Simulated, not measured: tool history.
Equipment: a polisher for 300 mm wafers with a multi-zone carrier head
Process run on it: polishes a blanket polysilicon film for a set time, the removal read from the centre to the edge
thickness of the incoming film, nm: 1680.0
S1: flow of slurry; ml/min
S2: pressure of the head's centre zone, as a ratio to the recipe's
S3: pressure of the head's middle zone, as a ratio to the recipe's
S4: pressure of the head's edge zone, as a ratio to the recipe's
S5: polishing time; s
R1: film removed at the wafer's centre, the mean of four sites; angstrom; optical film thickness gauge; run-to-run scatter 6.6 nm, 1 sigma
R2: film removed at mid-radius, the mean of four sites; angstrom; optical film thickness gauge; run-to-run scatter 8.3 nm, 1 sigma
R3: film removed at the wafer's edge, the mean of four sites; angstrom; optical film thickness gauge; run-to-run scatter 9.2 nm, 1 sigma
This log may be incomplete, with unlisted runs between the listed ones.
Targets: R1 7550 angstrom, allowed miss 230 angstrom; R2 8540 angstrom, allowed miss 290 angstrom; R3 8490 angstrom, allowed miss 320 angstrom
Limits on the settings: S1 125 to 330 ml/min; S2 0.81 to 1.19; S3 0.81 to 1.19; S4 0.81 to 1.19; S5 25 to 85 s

Run 1, day 0: S1 210 ml/min, S2 1, S3 1, S4 1, S5 55 s. Result: R1 6026.4 angstrom, R2 5973.3 angstrom, R3 6000.1 angstrom.
Run 2, day 0.375: S1 175 ml/min, S2 1, S3 1, S4 1, S5 55 s. Result: R1 5882.4 angstrom, R2 5896.4 angstrom, R3 5889.7 angstrom.
Run 3, day 0.712: S1 140 ml/min, S2 1, S3 1, S4 1, S5 55 s. Result: R1 5839.8 angstrom, R2 5725.7 angstrom, R3 5943 angstrom.
Run 4, day 0.821: S1 140 ml/min, S2 1.06, S3 1, S4 1, S5 55 s. Result: R1 6147.9 angstrom, R2 5787.2 angstrom, R3 5865.6 angstrom.
Run 5, day 1.196: S1 140 ml/min, S2 1.06, S3 1, S4 1, S5 47 s. Result: R1 5182.6 angstrom, R2 4895.8 angstrom, R3 5033.1 angstrom.
Run 6, day 1.371: S1 135 ml/min, S2 1.04, S3 1.02, S4 1.03, S5 52 s. Result: R1 5566.4 angstrom, R2 5524.7 angstrom, R3 5629.1 angstrom.
Run 7, day 1.688: S1 135 ml/min, S2 1.04, S3 1.04, S4 1.06, S5 56 s. Result: R1 6075.5 angstrom, R2 5987.9 angstrom, R3 6198.5 angstrom.
Run 8, day 1.729: S1 140 ml/min, S2 1.03, S3 1.07, S4 1.08, S5 59 s. Result: R1 6338.1 angstrom, R2 6404.9 angstrom, R3 6454.1 angstrom.
Run 9, day 1.929: S1 140 ml/min, S2 1.01, S3 1.09, S4 1.1, S5 62 s. Result: R1 6434.5 angstrom, R2 6875.1 angstrom, R3 6960.4 angstrom.
Run 10, day 2.062: S1 145 ml/min, S2 1.01, S3 1.1, S4 1.11, S5 64 s. Result: R1 6843 angstrom, R2 7088.2 angstrom, R3 7288.6 angstrom.
Run 11, day 2.396: S1 155 ml/min, S2 1, S3 1.12, S4 1.12, S5 65 s. Result: R1 6902.2 angstrom, R2 7500 angstrom, R3 7430.4 angstrom.
Run 12, day 2.438: S1 165 ml/min, S2 0.99, S3 1.13, S4 1.13, S5 66 s. Result: R1 6970.3 angstrom, R2 7835.4 angstrom, R3 7596.8 angstrom.
Run 13, day 2.65: S1 170 ml/min, S2 0.99, S3 1.13, S4 1.14, S5 67 s. Result: R1 7251.1 angstrom, R2 7934.8 angstrom, R3 7861.4 angstrom.
Run 14, day 2.979: S1 175 ml/min, S2 0.98, S3 1.13, S4 1.15, S5 67 s. Result: R1 7012.7 angstrom, R2 7928.8 angstrom, R3 7732.4 angstrom.
Run 15, day 3.271: S1 170 ml/min, S2 0.98, S3 1.13, S4 1.16, S5 68 s. Result: R1 7240.3 angstrom, R2 8227.6 angstrom, R3 8035.6 angstrom.
Run 16, day 3.625: S1 170 ml/min, S2 0.98, S3 1.12, S4 1.17, S5 68 s. Result: R1 7136.8 angstrom, R2 7879.6 angstrom, R3 8052.6 angstrom.

Which of these 4 next moves meets every target?
Run A, day 3.979: S1 125 ml/min, S2 0.95, S3 1.01, S4 1.19, S5 71 s. Result: R1 ?, R2 ?, R3 ?.
Run B, day 3.979: S1 125 ml/min, S2 0.86, S3 1.08, S4 1.19, S5 76 s. Result: R1 ?, R2 ?, R3 ?.
Run C, day 3.979: S1 165 ml/min, S2 0.96, S3 1.12, S4 1.13, S5 73 s. Result: R1 ?, R2 ?, R3 ?.
Run D, day 3.979: S1 140 ml/min, S2 0.99, S3 1, S4 1.15, S5 75 s. Result: R1 ?, R2 ?, R3 ?.

move      R1      R2      R3
   A  6861.4    7230  8275.1
   B  6646.5  8196.6  8849.6
   C  7462.9    8447  8524.4
   D  7701.3  7701.1    8702
A: misses by more than the last run did
B: misses by more than the last run did
C: each result inside its tolerance
D: misses by more than the last run did
Go with C: it meets all targets.
